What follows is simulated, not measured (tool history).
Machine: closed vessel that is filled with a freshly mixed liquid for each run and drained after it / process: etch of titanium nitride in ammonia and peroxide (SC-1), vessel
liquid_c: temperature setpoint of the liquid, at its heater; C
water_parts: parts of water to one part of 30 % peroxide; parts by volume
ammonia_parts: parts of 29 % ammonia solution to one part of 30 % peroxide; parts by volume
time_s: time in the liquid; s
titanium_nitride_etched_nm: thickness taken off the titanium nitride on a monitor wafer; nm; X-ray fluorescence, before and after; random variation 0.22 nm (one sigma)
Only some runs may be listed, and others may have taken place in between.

run  hour  liquid_c  water_parts  ammonia_parts  time_s  titanium_nitride_etched_nm
  1   0.0      54.0         27.5           0.65     875                      80.653
  2   9.2      54.0         27.5           0.65     940                      87.556
  3  13.5      54.0         27.5           0.85     940                      90.829
  4  18.6      54.0         27.5           0.85     875                      84.958
  5  26.8      54.0         27.5           0.85     940                      91.334
  6  29.4      53.0         27.5           0.85     940                      85.620
  7  31.5      52.0         27.5           0.85     940                      79.633
  8  33.2      51.0         27.5           0.85     940                      74.429

Run 9, settings as shown, results not yet in. Your forecast:
  9  35.8      50.5         27.5           0.85     940                           ?

Logged for run 9: titanium_nitride_etched_nm 72.072 nm.
